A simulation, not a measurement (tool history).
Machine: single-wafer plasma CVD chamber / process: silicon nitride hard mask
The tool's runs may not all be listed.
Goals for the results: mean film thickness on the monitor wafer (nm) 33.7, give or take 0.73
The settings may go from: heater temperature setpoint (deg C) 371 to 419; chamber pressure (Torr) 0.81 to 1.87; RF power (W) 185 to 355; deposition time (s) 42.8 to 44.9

| run | hour | heater temperature setpoint (deg C) | chamber pressure (Torr) | RF power (W) | deposition time (s) | mean film thickness on the monitor wafer (nm) |
|---|---|---|---|---|---|---|
| 1 | 0 | 395 | 1.34 | 270 | 44.9 | 41.76 |
| 2 | 2.7 | 395 | 1.34 | 285 | 44.9 | 43.456 |
| 3 | 8.1 | 395 | 1.34 | 285 | 42.8 | 41.467 |
| 4 | 10 | 395 | 1.34 | 285 | 42.8 | 41.296 |
| 5 | 17.3 | 395 | 1.34 | 285 | 44.9 | 43.319 |
| 6 | 24.4 | 395 | 1.45 | 285 | 44.9 | 44.39 |
| 7 | 27.7 | 395 | 1.35 | 270 | 44.7 | 41.72 |
| 8 | 33.2 | 395 | 1.27 | 260 | 44.6 | 39.756 |
| 9 | 38.8 | 395 | 1.2 | 255 | 44.5 | 38.519 |
| 10 | 44.9 | 395 | 1.14 | 250 | 44.4 | 37.332 |
| 11 | 53.8 | 395 | 1.09 | 245 | 44.4 | 36.261 |
| 12 | 58.2 | 395 | 1.05 | 245 | 44.4 | 36.011 |
| 13 | 62.8 | 395 | 1.01 | 245 | 44.4 | 35.637 |
| 14 | 66.6 | 395 | 0.83 | 235 | 44.3 | 32.75 |
| 15 | 67.5 | 395 | 0.85 | 235 | 44.3 | 32.776 |

4 next moves are on the table. One of them brings every result within its allowed miss. Which?
| A | 68.4 | 401 | 0.85 | 230 | 44.5 | ? |
| B | 68.4 | 392 | 0.85 | 225 | 44.9 | ? |
| C | 68.4 | 390 | 0.96 | 230 | 42.8 | ? |
| D | 68.4 | 372 | 0.89 | 230 | 44.9 | ? |

| move | mean film thickness on the monitor wafer (nm) |
|---|---|
| A | 32.144 |
| B | 31.992 |
| C | 32.126 |
| D | 33.3 |
A: its largest miss is bigger than the last run's
B: its largest miss is bigger than the last run's
C: its largest miss is bigger than the last run's
D: hits every target within its allowed miss
The move that meets every target is D.
